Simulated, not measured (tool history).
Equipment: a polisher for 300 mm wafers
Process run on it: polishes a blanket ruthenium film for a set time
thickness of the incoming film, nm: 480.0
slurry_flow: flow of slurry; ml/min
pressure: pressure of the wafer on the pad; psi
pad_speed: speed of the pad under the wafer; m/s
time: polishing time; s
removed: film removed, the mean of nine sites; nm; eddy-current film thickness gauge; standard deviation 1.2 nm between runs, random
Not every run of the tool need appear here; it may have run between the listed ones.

run  hour  slurry_flow  pressure  pad_speed  time  removed
  1   0.0          220       1.9       1.00   109   137.28
  2   1.6          220       1.8       1.00   109   132.04
  3   4.6          220       1.8       1.12   109   142.19
  4   6.5          220       2.2       1.12   109   173.40
  5  14.2          220       2.0       1.12   109   161.46
  6  22.0          220       2.0       1.00   109   140.30

Run 7 is up next; what results do you expect?
  7  28.1          220       1.9       1.00   109        ?

Logged for run 7: removed 134.47 nm.

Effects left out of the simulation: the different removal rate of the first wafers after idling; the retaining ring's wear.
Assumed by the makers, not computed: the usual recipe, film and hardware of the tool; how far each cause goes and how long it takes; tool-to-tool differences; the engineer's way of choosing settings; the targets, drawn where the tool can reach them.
